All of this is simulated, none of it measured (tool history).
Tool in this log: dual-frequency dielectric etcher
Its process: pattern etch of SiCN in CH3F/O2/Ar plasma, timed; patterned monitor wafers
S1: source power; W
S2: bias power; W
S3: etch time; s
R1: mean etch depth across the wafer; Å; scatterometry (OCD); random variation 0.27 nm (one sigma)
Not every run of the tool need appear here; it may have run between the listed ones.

run 1 hour=0.0 | S1=440 S2=86 S3=89 | R1=382.06
run 2 hour=0.6 | S1=440 S2=98 S3=89 | R1=406.02
run 3 hour=5.5 | S1=440 S2=88 S3=89 | R1=388.31
run 4 hour=7.5 | S1=470 S2=90 S3=89 | R1=405.43
run 5 hour=16.1 | S1=490 S2=91 S3=89 | R1=409.78
run 6 hour=21.4 | S1=490 S2=84 S3=89 | R1=396.18

Expected results for the next run?
run 7 hour=24.9 | S1=520 S2=85 S3=89 | R1=?

R1: 411.50 Å
